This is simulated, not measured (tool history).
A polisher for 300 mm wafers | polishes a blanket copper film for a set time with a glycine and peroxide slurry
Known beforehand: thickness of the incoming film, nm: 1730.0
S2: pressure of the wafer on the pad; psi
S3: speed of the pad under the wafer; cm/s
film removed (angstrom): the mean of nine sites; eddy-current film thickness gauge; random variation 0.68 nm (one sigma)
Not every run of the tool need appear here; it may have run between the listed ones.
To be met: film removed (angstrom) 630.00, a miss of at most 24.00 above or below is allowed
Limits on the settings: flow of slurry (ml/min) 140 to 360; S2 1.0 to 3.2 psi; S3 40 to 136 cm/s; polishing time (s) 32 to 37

{"run": 1, "day": 0.0, "flow of slurry (ml/min)": 230, "S2": 2.1, "S3": 88, "polishing time (s)": 37, "film removed (angstrom)": 1221.8}
{"run": 2, "day": 0.262, "flow of slurry (ml/min)": 230, "S2": 1.7, "S3": 78, "polishing time (s)": 36, "film removed (angstrom)": 947.22}
{"run": 3, "day": 0.6, "flow of slurry (ml/min)": 230, "S2": 1.2, "S3": 78, "polishing time (s)": 36, "film removed (angstrom)": 749.22}
{"run": 4, "day": 0.625, "flow of slurry (ml/min)": 230, "S2": 1.1, "S3": 74, "polishing time (s)": 36, "film removed (angstrom)": 688.67}
{"run": 5, "day": 0.921, "flow of slurry (ml/min)": 230, "S2": 1.1, "S3": 74, "polishing time (s)": 37, "film removed (angstrom)": 706.22}
{"run": 6, "day": 1.1, "flow of slurry (ml/min)": 230, "S2": 1.1, "S3": 74, "polishing time (s)": 37, "film removed (angstrom)": 705.2}
{"run": 7, "day": 1.4, "flow of slurry (ml/min)": 230, "S2": 1.1, "S3": 72, "polishing time (s)": 37, "film removed (angstrom)": 688.21}
{"run": 8, "day": 1.575, "flow of slurry (ml/min)": 230, "S2": 1.1, "S3": 70, "polishing time (s)": 37, "film removed (angstrom)": 690.75}
{"run": 9, "day": 1.696, "flow of slurry (ml/min)": 230, "S2": 1.1, "S3": 68, "polishing time (s)": 37, "film removed (angstrom)": 674.11}

Below are 5 possible settings for the next run. Only one of them brings all results inside the allowed miss of their targets. Which is it?
{"run": "A", "day": 1.817, "flow of slurry (ml/min)": 205, "S2": 1.2, "S3": 78, "polishing time (s)": 34, "film removed (angstrom)": "?"}
{"run": "B", "day": 1.817, "flow of slurry (ml/min)": 225, "S2": 1.1, "S3": 64, "polishing time (s)": 32, "film removed (angstrom)": "?"}
{"run": "C", "day": 1.817, "flow of slurry (ml/min)": 270, "S2": 1.2, "S3": 66, "polishing time (s)": 33, "film removed (angstrom)": "?"}
{"run": "D", "day": 1.817, "flow of slurry (ml/min)": 345, "S2": 1.6, "S3": 40, "polishing time (s)": 33, "film removed (angstrom)": "?"}
{"run": "E", "day": 1.817, "flow of slurry (ml/min)": 185, "S2": 1.0, "S3": 72, "polishing time (s)": 34, "film removed (angstrom)": "?"}

move=A film_removed_(angstrom)=705.46
move=B film_removed_(angstrom)=570.44
move=C film_removed_(angstrom)=641.80
move=D film_removed_(angstrom)=584.46
move=E film_removed_(angstrom)=596.27
A: its largest miss is bigger than the last run's
B: moves the result that the last run missed by most past its target, out the other side
C: all results in spec
D: moves the result that the last run missed by most past its target, out the other side
E: moves the result that the last run missed by most past its target, out the other side
Correct choice: C, which meets every target
